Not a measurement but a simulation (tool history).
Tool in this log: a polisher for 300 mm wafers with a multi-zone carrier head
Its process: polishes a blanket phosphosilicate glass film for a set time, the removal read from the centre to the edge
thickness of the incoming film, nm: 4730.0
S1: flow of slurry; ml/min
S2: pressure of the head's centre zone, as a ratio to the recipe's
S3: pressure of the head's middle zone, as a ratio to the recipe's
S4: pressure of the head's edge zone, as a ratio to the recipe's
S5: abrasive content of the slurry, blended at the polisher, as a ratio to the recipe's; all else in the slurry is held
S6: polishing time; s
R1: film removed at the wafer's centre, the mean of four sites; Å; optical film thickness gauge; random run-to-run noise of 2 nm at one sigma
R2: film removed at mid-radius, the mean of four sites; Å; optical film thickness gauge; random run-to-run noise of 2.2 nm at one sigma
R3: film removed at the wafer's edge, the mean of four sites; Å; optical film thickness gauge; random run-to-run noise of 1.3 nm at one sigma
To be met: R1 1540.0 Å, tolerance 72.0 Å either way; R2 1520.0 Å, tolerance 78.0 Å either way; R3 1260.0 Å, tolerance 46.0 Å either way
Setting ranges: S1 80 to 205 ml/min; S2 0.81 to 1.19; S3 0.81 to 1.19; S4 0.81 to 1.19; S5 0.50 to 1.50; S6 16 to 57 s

{"run": 1, "day": 0.0, "S1": 135, "S2": 1.0, "S3": 1.0, "S4": 1.0, "S5": 1.0, "S6": 36, "R1": 2585.4, "R2": 2582.1, "R3": 2632.4}
{"run": 2, "day": 0.196, "S1": 135, "S2": 1.0, "S3": 0.94, "S4": 1.0, "S5": 1.0, "S6": 36, "R1": 2556.6, "R2": 2403.2, "R3": 2570.4}
{"run": 3, "day": 0.558, "S1": 135, "S2": 1.0, "S3": 0.94, "S4": 1.0, "S5": 1.1, "S6": 36, "R1": 2658.1, "R2": 2616.8, "R3": 2703.9}
{"run": 4, "day": 0.704, "S1": 140, "S2": 1.01, "S3": 0.98, "S4": 0.97, "S5": 1.05, "S6": 33, "R1": 2452.0, "R2": 2374.1, "R3": 2389.0}
{"run": 5, "day": 1.05, "S1": 145, "S2": 1.01, "S3": 1.01, "S4": 0.95, "S5": 1.0, "S6": 31, "R1": 2244.7, "R2": 2255.7, "R3": 2213.9}
{"run": 6, "day": 1.425, "S1": 150, "S2": 1.03, "S3": 1.04, "S4": 0.93, "S5": 0.95, "S6": 29, "R1": 2121.2, "R2": 2054.7, "R3": 1995.1}
{"run": 7, "day": 1.471, "S1": 155, "S2": 1.03, "S3": 1.06, "S4": 0.91, "S5": 0.9, "S6": 28, "R1": 1999.7, "R2": 2002.3, "R3": 1885.7}
{"run": 8, "day": 1.704, "S1": 160, "S2": 1.04, "S3": 1.08, "S4": 0.9, "S5": 0.85, "S6": 27, "R1": 1920.1, "R2": 1910.0, "R3": 1727.1}
{"run": 9, "day": 1.775, "S1": 160, "S2": 1.04, "S3": 1.09, "S4": 0.89, "S5": 0.8, "S6": 27, "R1": 1861.6, "R2": 1883.4, "R3": 1666.6}
{"run": 10, "day": 2.088, "S1": 130, "S2": 1.11, "S3": 1.11, "S4": 0.81, "S5": 0.55, "S6": 25, "R1": 1393.9, "R2": 1387.4, "R3": 1136.8}
{"run": 11, "day": 2.158, "S1": 135, "S2": 1.11, "S3": 1.11, "S4": 0.81, "S5": 0.55, "S6": 25, "R1": 1393.3, "R2": 1342.7, "R3": 1147.8}
{"run": 12, "day": 2.404, "S1": 135, "S2": 1.11, "S3": 1.11, "S4": 0.81, "S5": 0.55, "S6": 25, "R1": 1383.9, "R2": 1351.9, "R3": 1134.2}
{"run": 13, "day": 2.646, "S1": 140, "S2": 1.11, "S3": 1.12, "S4": 0.82, "S5": 0.55, "S6": 25, "R1": 1348.4, "R2": 1369.0, "R3": 1128.8}

Which of these 4 next moves meets every target?
{"run": "A", "day": 2.888, "S1": 115, "S2": 1.17, "S3": 1.04, "S4": 0.84, "S5": 0.55, "S6": 28, "R1": "?", "R2": "?", "R3": "?"}
{"run": "B", "day": 2.888, "S1": 135, "S2": 1.14, "S3": 1.14, "S4": 0.81, "S5": 0.85, "S6": 21, "R1": "?", "R2": "?", "R3": "?"}
{"run": "C", "day": 2.888, "S1": 140, "S2": 1.15, "S3": 1.04, "S4": 0.83, "S5": 0.65, "S6": 24, "R1": "?", "R2": "?", "R3": "?"}
{"run": "D", "day": 2.888, "S1": 155, "S2": 1.17, "S3": 0.98, "S4": 0.87, "S5": 0.7, "S6": 22, "R1": "?", "R2": "?", "R3": "?"}

move=A R1=1554.0 R2=1373.7 R3=1298.4
move=B R1=1548.5 R2=1507.6 R3=1285.3
move=C R1=1525.6 R2=1363.2 R3=1269.9
move=D R1=1513.5 R2=1265.1 R3=1261.1
A: puts the biggest miss on target and leaves a different result outside tolerance
B: each result inside its tolerance
C: puts the biggest miss on target and leaves a different result outside tolerance
D: puts the biggest miss on target and leaves a different result outside tolerance
Answer: B

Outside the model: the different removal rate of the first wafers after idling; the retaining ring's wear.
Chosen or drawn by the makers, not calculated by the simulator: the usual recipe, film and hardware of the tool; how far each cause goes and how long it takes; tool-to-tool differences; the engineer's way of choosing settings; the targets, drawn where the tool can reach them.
